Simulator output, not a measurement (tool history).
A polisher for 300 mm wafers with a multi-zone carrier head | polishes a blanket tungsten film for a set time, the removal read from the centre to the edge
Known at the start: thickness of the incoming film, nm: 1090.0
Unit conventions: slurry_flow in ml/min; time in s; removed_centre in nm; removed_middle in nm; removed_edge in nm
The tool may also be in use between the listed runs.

| run | hour | slurry_flow | centre_zone | middle_zone | edge_zone | slurry_solids | time | removed_centre | removed_middle | removed_edge |
|---|---|---|---|---|---|---|---|---|---|---|
| 1 | 0 | 245 | 1 | 1 | 1 | 1 | 88 | 309.83 | 316.4 | 310.81 |
| 2 | 8.8 | 300 | 1 | 1 | 1 | 1 | 88 | 318.55 | 321.57 | 320.15 |
| 3 | 10.5 | 295 | 1 | 0.96 | 1 | 0.95 | 88 | 313.9 | 296.65 | 302.97 |
| 4 | 13.8 | 295 | 1.08 | 0.96 | 1 | 0.95 | 88 | 339.3 | 305.18 | 299.73 |
| 5 | 18.4 | 290 | 1.05 | 0.93 | 1.01 | 0.95 | 88 | 325.95 | 288.37 | 310.36 |
| 6 | 20.7 | 310 | 1.05 | 0.93 | 1.01 | 0.95 | 88 | 331.13 | 286.2 | 316.76 |
| 7 | 26.6 | 300 | 1.03 | 0.92 | 1 | 0.95 | 88 | 316.71 | 292.11 | 311.78 |

Predict the results of run 8:
| 8 | 29.4 | 295 | 1.03 | 0.9 | 1 | 0.9 | 88 | ? | ? | ? |

{"run 8": {"removed_centre": 314.46, "removed_middle": 287.44, "removed_edge": 309.38}}
